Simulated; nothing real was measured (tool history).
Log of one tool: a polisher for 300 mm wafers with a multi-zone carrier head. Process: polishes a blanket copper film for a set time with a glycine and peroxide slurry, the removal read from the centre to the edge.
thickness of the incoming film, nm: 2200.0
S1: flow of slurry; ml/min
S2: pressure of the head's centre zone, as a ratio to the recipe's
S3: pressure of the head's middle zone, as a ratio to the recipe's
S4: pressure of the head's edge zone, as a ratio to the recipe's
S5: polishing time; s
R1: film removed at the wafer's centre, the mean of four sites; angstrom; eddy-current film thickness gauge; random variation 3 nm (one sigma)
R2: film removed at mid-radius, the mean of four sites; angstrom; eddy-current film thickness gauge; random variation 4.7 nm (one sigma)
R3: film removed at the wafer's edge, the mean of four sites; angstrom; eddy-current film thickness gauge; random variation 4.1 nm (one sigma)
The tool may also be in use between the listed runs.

| run | day | S1 | S2 | S3 | S4 | S5 | R1 | R2 | R3 |
|---|---|---|---|---|---|---|---|---|---|
| 1 | 0 | 240 | 1 | 1 | 1 | 39 | 2810.5 | 2838.1 | 2743.9 |
| 2 | 0.208 | 245 | 1.01 | 1.01 | 1.04 | 42 | 3025.2 | 3053.2 | 3068.3 |
| 3 | 0.333 | 255 | 1.04 | 1.05 | 1.07 | 43 | 3213.3 | 3179.2 | 3211.3 |
| 4 | 0.504 | 255 | 1.04 | 1.05 | 1.13 | 43 | 3238 | 3177.3 | 3200.4 |
| 5 | 0.571 | 265 | 1.03 | 1.06 | 1.13 | 45 | 3357.3 | 3371.1 | 3449.7 |
| 6 | 0.696 | 265 | 1.03 | 1.06 | 1.16 | 45 | 3366.5 | 3320.8 | 3436.3 |

Run 7 comes next. What will it give?
| 7 | 1.046 | 275 | 1.03 | 1.08 | 1.16 | 46 | ? | ? | ? |

R1: 3508.9 angstrom
R2: 3458.9 angstrom
R3: 3544.2 angstrom
